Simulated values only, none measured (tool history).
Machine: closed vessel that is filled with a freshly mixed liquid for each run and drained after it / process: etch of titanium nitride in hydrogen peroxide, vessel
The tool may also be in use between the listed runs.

| run | day | temperature setpoint of the liquid (C) | concentration of hydrogen peroxide in the mixed liquid (% by weight) | time in the liquid (s) | thickness taken off the titanium nitride on a monitor wafer (nm) |
|---|---|---|---|---|---|
| 1 | 0 | 44 | 19 | 585 | 12.837 |
| 2 | 0.092 | 44 | 22 | 585 | 13.13 |
| 3 | 0.258 | 42.5 | 21 | 585 | 11.655 |
| 4 | 0.483 | 41.5 | 20 | 585 | 10.781 |
| 5 | 0.538 | 48.5 | 20 | 585 | 18.079 |
| 6 | 0.7 | 42.5 | 20 | 585 | 11.674 |
| 7 | 1.038 | 41.5 | 19 | 585 | 10.585 |

What will run 8 give?
| 8 | 1.083 | 33.5 | 15.5 | 585 | ? |

thickness taken off the titanium nitride on a monitor wafer (nm): 5.3332
